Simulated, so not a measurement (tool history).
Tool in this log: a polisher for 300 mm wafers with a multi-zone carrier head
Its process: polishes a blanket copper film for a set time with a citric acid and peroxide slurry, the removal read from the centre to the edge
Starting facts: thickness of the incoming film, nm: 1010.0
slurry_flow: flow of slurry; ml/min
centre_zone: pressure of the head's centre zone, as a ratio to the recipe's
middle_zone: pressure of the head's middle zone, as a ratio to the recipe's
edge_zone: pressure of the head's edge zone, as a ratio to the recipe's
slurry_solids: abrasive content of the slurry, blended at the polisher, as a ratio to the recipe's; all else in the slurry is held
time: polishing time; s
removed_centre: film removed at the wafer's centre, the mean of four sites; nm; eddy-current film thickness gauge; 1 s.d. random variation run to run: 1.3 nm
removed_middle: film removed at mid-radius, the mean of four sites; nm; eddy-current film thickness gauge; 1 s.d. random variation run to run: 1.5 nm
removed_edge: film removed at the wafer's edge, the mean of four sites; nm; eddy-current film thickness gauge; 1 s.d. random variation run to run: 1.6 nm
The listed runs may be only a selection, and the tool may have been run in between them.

Run 1, hour 0.0: slurry_flow 150 ml/min, centre_zone 1.00, middle_zone 1.00, edge_zone 1.00, slurry_solids 1.00, time 81 s. Result: removed_centre 180.37 nm, removed_middle 193.58 nm, removed_edge 184.69 nm.
Run 2, hour 6.9: slurry_flow 150 ml/min, centre_zone 1.06, middle_zone 1.00, edge_zone 1.00, slurry_solids 1.00, time 81 s. Result: removed_centre 186.77 nm, removed_middle 193.51 nm, removed_edge 186.71 nm.
Run 3, hour 15.1: slurry_flow 170 ml/min, centre_zone 1.06, middle_zone 1.00, edge_zone 1.00, slurry_solids 1.00, time 81 s. Result: removed_centre 195.29 nm, removed_middle 197.84 nm, removed_edge 195.14 nm.
Run 4, hour 20.1: slurry_flow 155 ml/min, centre_zone 1.06, middle_zone 0.96, edge_zone 0.95, slurry_solids 0.85, time 77 s. Result: removed_centre 175.61 nm, removed_middle 173.46 nm, removed_edge 167.53 nm.
Run 5, hour 27.7: slurry_flow 145 ml/min, centre_zone 1.04, middle_zone 0.92, edge_zone 0.93, slurry_solids 0.75, time 75 s. Result: removed_centre 161.08 nm, removed_middle 153.53 nm, removed_edge 152.51 nm.
Run 6, hour 33.6: slurry_flow 120 ml/min, centre_zone 1.04, middle_zone 0.92, edge_zone 0.93, slurry_solids 0.75, time 75 s. Result: removed_centre 152.02 nm, removed_middle 145.65 nm, removed_edge 152.39 nm.
Run 7, hour 37.6: slurry_flow 130 ml/min, centre_zone 1.02, middle_zone 0.90, edge_zone 0.90, slurry_solids 0.65, time 73 s. Result: removed_centre 145.07 nm, removed_middle 140.67 nm, removed_edge 145.16 nm.

Forecast run 8:
Run 8, hour 42.7: slurry_flow 130 ml/min, centre_zone 1.03, middle_zone 0.90, edge_zone 0.88, slurry_solids 0.60, time 71 s. Result: removed_centre ?, removed_middle ?, removed_edge ?.

{"run 8": {"removed_centre": 138.25, "removed_middle": 134.17, "removed_edge": 139.49}}
